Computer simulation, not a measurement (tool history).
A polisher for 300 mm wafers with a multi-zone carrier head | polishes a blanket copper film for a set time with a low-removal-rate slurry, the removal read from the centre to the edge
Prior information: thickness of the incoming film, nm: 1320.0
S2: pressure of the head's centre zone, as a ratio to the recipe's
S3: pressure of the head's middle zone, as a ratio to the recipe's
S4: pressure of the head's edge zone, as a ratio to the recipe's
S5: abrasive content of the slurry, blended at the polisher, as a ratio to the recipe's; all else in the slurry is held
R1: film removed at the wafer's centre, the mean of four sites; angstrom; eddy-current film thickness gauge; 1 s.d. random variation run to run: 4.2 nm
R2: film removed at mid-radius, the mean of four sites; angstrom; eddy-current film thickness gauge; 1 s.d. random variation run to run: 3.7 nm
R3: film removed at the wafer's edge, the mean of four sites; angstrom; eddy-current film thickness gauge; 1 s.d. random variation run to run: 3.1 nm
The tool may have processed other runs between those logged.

{"run": 1, "hour": 0.0, "flow of slurry (ml/min)": 290, "S2": 1.0, "S3": 1.0, "S4": 1.0, "S5": 1.0, "polishing time (s)": 87, "R1": 2717.6, "R2": 2687.7, "R3": 2729.5}
{"run": 2, "hour": 8.6, "flow of slurry (ml/min)": 290, "S2": 1.0, "S3": 1.0, "S4": 1.0, "S5": 1.0, "polishing time (s)": 104, "R1": 3205.8, "R2": 3312.3, "R3": 3244.7}
{"run": 3, "hour": 14.0, "flow of slurry (ml/min)": 290, "S2": 0.99, "S3": 1.0, "S4": 1.0, "S5": 1.0, "polishing time (s)": 104, "R1": 3208.1, "R2": 3220.1, "R3": 3195.9}
{"run": 4, "hour": 23.0, "flow of slurry (ml/min)": 290, "S2": 0.99, "S3": 1.05, "S4": 1.0, "S5": 1.0, "polishing time (s)": 104, "R1": 3142.0, "R2": 3394.4, "R3": 3282.2}
{"run": 5, "hour": 31.5, "flow of slurry (ml/min)": 290, "S2": 0.98, "S3": 1.04, "S4": 1.0, "S5": 1.0, "polishing time (s)": 104, "R1": 3197.1, "R2": 3395.4, "R3": 3224.1}
{"run": 6, "hour": 38.9, "flow of slurry (ml/min)": 290, "S2": 0.98, "S3": 1.04, "S4": 1.0, "S5": 1.0, "polishing time (s)": 85, "R1": 2490.5, "R2": 2692.3, "R3": 2641.6}
{"run": 7, "hour": 43.6, "flow of slurry (ml/min)": 290, "S2": 1.0, "S3": 1.06, "S4": 1.02, "S5": 1.05, "polishing time (s)": 85, "R1": 2626.7, "R2": 2892.0, "R3": 2670.2}

Forecast run 8:
{"run": 8, "hour": 46.5, "flow of slurry (ml/min)": 295, "S2": 0.97, "S3": 0.98, "S4": 1.12, "S5": 1.3, "polishing time (s)": 92, "R1": "?", "R2": "?", "R3": "?"}

{"run 8": {"R1": 3068.8, "R2": 3028.3, "R3": 3249.9}}
